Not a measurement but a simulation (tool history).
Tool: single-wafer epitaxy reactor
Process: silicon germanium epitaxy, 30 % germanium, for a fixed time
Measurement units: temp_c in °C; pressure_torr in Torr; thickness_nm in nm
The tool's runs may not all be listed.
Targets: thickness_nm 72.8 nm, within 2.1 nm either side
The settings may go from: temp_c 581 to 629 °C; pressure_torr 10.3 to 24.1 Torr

{"run": 1, "hour": 0.0, "temp_c": 605, "pressure_torr": 17.2, "thickness_nm": 60.273}
{"run": 2, "hour": 5.0, "temp_c": 609, "pressure_torr": 17.2, "thickness_nm": 65.908}
{"run": 3, "hour": 12.6, "temp_c": 609, "pressure_torr": 19.2, "thickness_nm": 68.104}
{"run": 4, "hour": 14.1, "temp_c": 610, "pressure_torr": 19.2, "thickness_nm": 69.891}
{"run": 5, "hour": 17.6, "temp_c": 610, "pressure_torr": 16.7, "thickness_nm": 66.605}
{"run": 6, "hour": 19.4, "temp_c": 611, "pressure_torr": 16.7, "thickness_nm": 67.633}
{"run": 7, "hour": 28.3, "temp_c": 611, "pressure_torr": 16.7, "thickness_nm": 67.532}
{"run": 8, "hour": 33.0, "temp_c": 612, "pressure_torr": 16.7, "thickness_nm": 69.3}
{"run": 9, "hour": 34.1, "temp_c": 613, "pressure_torr": 16.7, "thickness_nm": 70.263}

Exercise: of the 4 proposed moves below, exactly one satisfies all targets within the stated allowed misses. Which move is it?
{"run": "A", "hour": 35.2, "temp_c": 616, "pressure_torr": 13, "thickness_nm": "?"}
{"run": "B", "hour": 35.2, "temp_c": 609, "pressure_torr": 19.6, "thickness_nm": "?"}
{"run": "C", "hour": 35.2, "temp_c": 613, "pressure_torr": 18.3, "thickness_nm": "?"}
{"run": "D", "hour": 35.2, "temp_c": 610, "pressure_torr": 17.9, "thickness_nm": "?"}

move=A thickness_nm=69.3
move=B thickness_nm=68.388
move=C thickness_nm=72.524
move=D thickness_nm=67.781
A: its largest miss is bigger than the last run's
B: its largest miss is bigger than the last run's
C: in spec on every target
D: its largest miss is bigger than the last run's
Answer: C
